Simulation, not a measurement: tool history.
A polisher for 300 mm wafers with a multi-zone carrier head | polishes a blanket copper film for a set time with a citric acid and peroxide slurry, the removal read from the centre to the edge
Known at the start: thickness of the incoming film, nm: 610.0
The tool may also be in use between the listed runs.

| run | hour | flow of slurry (ml/min) | pressure of the head's centre zone | pressure of the head's middle zone | pressure of the head's edge zone | abrasive content of the slurry | polishing time (s) | film removed at the wafer's centre (Å) | film removed at mid-radius (Å) | film removed at the wafer's edge (Å) |
|---|---|---|---|---|---|---|---|---|---|---|
| 1 | 0 | 280 | 1 | 1 | 1 | 1 | 52 | 641.61 | 650.18 | 640.25 |
| 2 | 1.6 | 280 | 1.06 | 1 | 1 | 1 | 52 | 663.39 | 658.09 | 655.13 |
| 3 | 5.1 | 275 | 1.03 | 1.01 | 1.03 | 0.95 | 52 | 647.31 | 647.81 | 645.57 |
| 4 | 7.8 | 275 | 1.03 | 1.01 | 1.03 | 0.95 | 61 | 763.22 | 777.06 | 745.25 |
| 5 | 13.9 | 275 | 1.1 | 1.01 | 1.03 | 0.95 | 61 | 767.49 | 757.48 | 757.37 |
| 6 | 19.8 | 260 | 1.06 | 1.02 | 1.05 | 0.95 | 59 | 738.34 | 737.64 | 741.72 |

Run 7 comes next. What will it give?
| 7 | 27.4 | 250 | 1.03 | 1.04 | 1.07 | 0.95 | 57 | ? | ? | ? |

Run 7 gave film removed at the wafer's centre (Å) 680.22, film removed at mid-radius (Å) 722.41, film removed at the wafer's edge (Å) 716.84.
